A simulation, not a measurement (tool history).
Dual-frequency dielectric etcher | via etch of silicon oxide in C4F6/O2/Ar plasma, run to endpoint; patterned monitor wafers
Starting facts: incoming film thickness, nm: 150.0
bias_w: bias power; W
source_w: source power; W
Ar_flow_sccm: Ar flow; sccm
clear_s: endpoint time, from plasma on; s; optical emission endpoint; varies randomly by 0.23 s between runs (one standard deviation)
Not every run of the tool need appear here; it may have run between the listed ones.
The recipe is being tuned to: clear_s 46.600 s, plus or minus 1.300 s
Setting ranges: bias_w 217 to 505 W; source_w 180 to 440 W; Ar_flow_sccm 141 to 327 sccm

run,day,bias_w,source_w,Ar_flow_sccm,clear_s
1,0.000,361,310,234,40.147
2,0.046,361,310,257,39.904
3,0.104,340,300,257,41.753
4,0.417,326,300,257,43.119
# day 0.708: bias power generator calibrated
5,0.708,326,360,257,40.532
6,1.004,309,360,258,42.463
7,1.108,309,360,258,41.933
8,1.271,297,360,258,43.563
9,1.304,291,360,258,43.735
10,1.533,285,360,258,44.724
11,1.829,281,360,258,44.399
12,2.179,276,360,258,45.284

Which single option among these 4 for the next run brings every result within its allowed miss of target? Just one does.
A,2.529,271,350,280,?
B,2.529,257,430,244,?
C,2.529,300,340,258,?
D,2.529,338,300,244,?

move,clear_s
A,46.897
B,44.110
C,44.081
D,42.808
A: meets every target
B: the biggest miss grows against the last run
C: the biggest miss grows against the last run
D: the biggest miss grows against the last run
So the answer is move A, the one that meets all the targets.
